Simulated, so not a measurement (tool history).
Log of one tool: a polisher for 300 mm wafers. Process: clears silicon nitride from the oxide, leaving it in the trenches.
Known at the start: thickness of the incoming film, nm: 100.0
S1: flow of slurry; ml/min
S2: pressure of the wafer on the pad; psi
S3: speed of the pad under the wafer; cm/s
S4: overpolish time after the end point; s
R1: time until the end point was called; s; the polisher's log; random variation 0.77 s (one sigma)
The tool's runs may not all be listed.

run,hour,S1,S2,S3,S4,R1
1,0,310,3.3,116,37,74.696
2,3.1,310,3.3,116,37,72.871
3,10,270,3.3,116,37,74.628
4,16.4,270,3.3,138,37,64.206
5,18.6,270,3.4,138,37,62.527
6,25.8,270,2.6,138,37,73.294
7,26.7,270,3,140,37,66.986

Run 8 comes next. What will it give?
8,29,270,3.2,142,37,?

Run 8 gave R1 62.078 s.

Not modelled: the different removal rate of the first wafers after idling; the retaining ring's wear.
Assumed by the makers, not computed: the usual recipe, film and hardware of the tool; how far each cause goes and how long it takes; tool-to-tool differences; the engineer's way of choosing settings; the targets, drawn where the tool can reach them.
